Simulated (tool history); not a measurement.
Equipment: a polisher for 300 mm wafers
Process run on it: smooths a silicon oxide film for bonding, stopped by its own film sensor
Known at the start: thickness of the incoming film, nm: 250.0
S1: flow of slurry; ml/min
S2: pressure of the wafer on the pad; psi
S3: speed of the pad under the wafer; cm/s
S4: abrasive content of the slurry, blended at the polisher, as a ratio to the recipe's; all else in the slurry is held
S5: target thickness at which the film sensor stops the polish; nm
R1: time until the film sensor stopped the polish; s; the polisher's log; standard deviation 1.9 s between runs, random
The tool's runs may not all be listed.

{"run": 1, "hour": 0.0, "S1": 175, "S2": 2.8, "S3": 96, "S4": 1, "S5": 166, "R1": 114.88}
{"run": 2, "hour": 5.6, "S1": 175, "S2": 2.6, "S3": 96, "S4": 1, "S5": 166, "R1": 122.57}
{"run": 3, "hour": 12.3, "S1": 175, "S2": 2.6, "S3": 96, "S4": 0.9, "S5": 166, "R1": 125.35}
{"run": 4, "hour": 13.6, "S1": 175, "S2": 2.6, "S3": 120, "S4": 0.9, "S5": 166, "R1": 105.33}
{"run": 5, "hour": 15.1, "S1": 175, "S2": 2.6, "S3": 120, "S4": 1.1, "S5": 166, "R1": 96.345}
{"run": 6, "hour": 22.6, "S1": 175, "S2": 2.3, "S3": 118, "S4": 1.1, "S5": 166, "R1": 109.53}
{"run": 7, "hour": 25.1, "S1": 175, "S2": 2.1, "S3": 118, "S4": 1.1, "S5": 166, "R1": 118.92}

What does the tool deliver on the next run?
{"run": 8, "hour": 28.7, "S1": 175, "S2": 2, "S3": 118, "S4": 1.1, "S5": 166, "R1": "?"}

R1: 127.7 s
